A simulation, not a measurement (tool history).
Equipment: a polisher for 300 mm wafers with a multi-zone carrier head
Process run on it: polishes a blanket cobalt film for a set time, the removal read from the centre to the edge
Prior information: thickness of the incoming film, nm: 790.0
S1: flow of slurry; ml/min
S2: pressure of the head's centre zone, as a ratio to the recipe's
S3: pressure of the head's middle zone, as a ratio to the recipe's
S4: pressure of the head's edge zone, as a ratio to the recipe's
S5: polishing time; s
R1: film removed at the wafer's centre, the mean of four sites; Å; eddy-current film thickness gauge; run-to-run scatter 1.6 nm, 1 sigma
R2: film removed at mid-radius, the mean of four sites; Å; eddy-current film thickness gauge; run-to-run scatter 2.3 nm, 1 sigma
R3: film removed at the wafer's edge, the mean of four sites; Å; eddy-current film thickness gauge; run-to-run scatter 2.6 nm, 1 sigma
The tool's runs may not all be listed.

run 1 hour=0.0 | S1=230 S2=1.00 S3=1.00 S4=1.00 S5=43 | R1=3224.0 R2=3372.2 R3=3285.6
run 2 hour=3.1 | S1=225 S2=0.98 S3=0.95 S4=0.97 S5=35 | R1=2615.4 R2=2568.8 R3=2630.4
run 3 hour=8.2 | S1=225 S2=0.98 S3=0.95 S4=0.91 S5=35 | R1=2604.0 R2=2624.7 R3=2599.0
run 4 hour=16.6 | S1=220 S2=0.95 S3=0.93 S4=0.90 S5=30 | R1=2110.2 R2=2126.9 R3=2208.8
run 5 hour=25.1 | S1=220 S2=0.95 S3=0.93 S4=0.83 S5=30 | R1=2104.8 R2=2179.7 R3=2160.7
run 6 hour=32.8 | S1=220 S2=0.94 S3=0.91 S4=0.82 S5=28 | R1=1983.0 R2=1931.9 R3=1960.7
run 7 hour=36.1 | S1=215 S2=0.92 S3=0.90 S4=0.82 S5=28 | R1=1947.3 R2=1952.5 R3=2012.1
run 8 hour=43.9 | S1=215 S2=0.91 S3=0.90 S4=0.82 S5=27 | R1=1832.4 R2=1884.5 R3=1908.6
run 9 hour=49.0 | S1=215 S2=0.91 S3=0.90 S4=0.82 S5=27 | R1=1830.1 R2=1907.0 R3=1943.9

Run 10 has not been measured yet. What should we expect?
run 10 hour=49.8 | S1=215 S2=0.91 S3=0.89 S4=0.82 S5=26 | R1=? R2=? R3=?

{"run 10": {"R1": 1764.2, "R2": 1816.3, "R3": 1861.1}}
